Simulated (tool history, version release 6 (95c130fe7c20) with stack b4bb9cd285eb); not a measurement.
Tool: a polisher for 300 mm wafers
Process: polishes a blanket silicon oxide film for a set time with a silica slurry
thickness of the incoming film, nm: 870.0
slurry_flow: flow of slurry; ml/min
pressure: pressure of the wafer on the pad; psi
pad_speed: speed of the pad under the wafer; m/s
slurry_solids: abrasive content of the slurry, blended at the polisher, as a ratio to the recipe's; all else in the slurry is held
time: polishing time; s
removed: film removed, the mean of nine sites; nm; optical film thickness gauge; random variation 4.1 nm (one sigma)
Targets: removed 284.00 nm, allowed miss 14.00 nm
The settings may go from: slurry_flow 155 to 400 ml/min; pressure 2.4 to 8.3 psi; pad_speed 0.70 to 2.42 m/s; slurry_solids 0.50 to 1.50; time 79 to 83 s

| run | hour | slurry_flow | pressure | pad_speed | slurry_solids | time | removed |
|---|---|---|---|---|---|---|---|
| 1 | 0.0 | 255 | 5.3 | 1.56 | 1.00 | 79 | 426.41 |
| 2 | 0.9 | 255 | 5.3 | 1.56 | 1.00 | 83 | 441.23 |
| 3 | 1.8 | 255 | 5.3 | 1.56 | 1.15 | 83 | 458.71 |
| 4 | 4.5 | 255 | 5.0 | 1.56 | 1.15 | 83 | 446.13 |
| 5 | 13.2 | 255 | 5.0 | 1.56 | 1.25 | 83 | 455.44 |
| 6 | 21.5 | 255 | 5.0 | 1.56 | 1.25 | 79 | 434.10 |
| 7 | 27.7 | 255 | 4.7 | 1.56 | 1.25 | 79 | 417.26 |
| 8 | 33.7 | 255 | 4.4 | 1.54 | 1.25 | 79 | 390.60 |
| 9 | 38.6 | 255 | 4.2 | 1.54 | 1.25 | 79 | 375.50 |
| 10 | 44.2 | 255 | 4.0 | 1.54 | 1.25 | 79 | 367.34 |
| 11 | 51.1 | 255 | 3.8 | 1.54 | 1.25 | 79 | 342.67 |
| 12 | 56.4 | 255 | 3.7 | 1.54 | 1.25 | 79 | 346.49 |
| 13 | 64.8 | 255 | 3.6 | 1.54 | 1.25 | 79 | 332.63 |
| 14 | 69.9 | 255 | 3.5 | 1.54 | 1.25 | 79 | 334.47 |
| 15 | 74.2 | 255 | 3.4 | 1.54 | 1.25 | 79 | 336.65 |
| 16 | 81.3 | 255 | 3.3 | 1.54 | 1.25 | 79 | 320.01 |

4 next moves are on the table. One of them brings every result within its allowed miss. Which?
| A | 88.4 | 245 | 3.3 | 1.50 | 1.40 | 82 | ? |
| B | 88.4 | 355 | 2.5 | 1.50 | 1.45 | 79 | ? |
| C | 88.4 | 255 | 2.4 | 1.58 | 1.10 | 79 | ? |
| D | 88.4 | 240 | 2.4 | 1.44 | 1.25 | 79 | ? |

| move | removed |
|---|---|
| A | 333.75 |
| B | 282.27 |
| C | 258.09 |
| D | 247.06 |
A: further off than the last run
B: meets every target
C: takes the result that was furthest off past its target
D: takes the result that was furthest off past its target
Move B is the one to make.
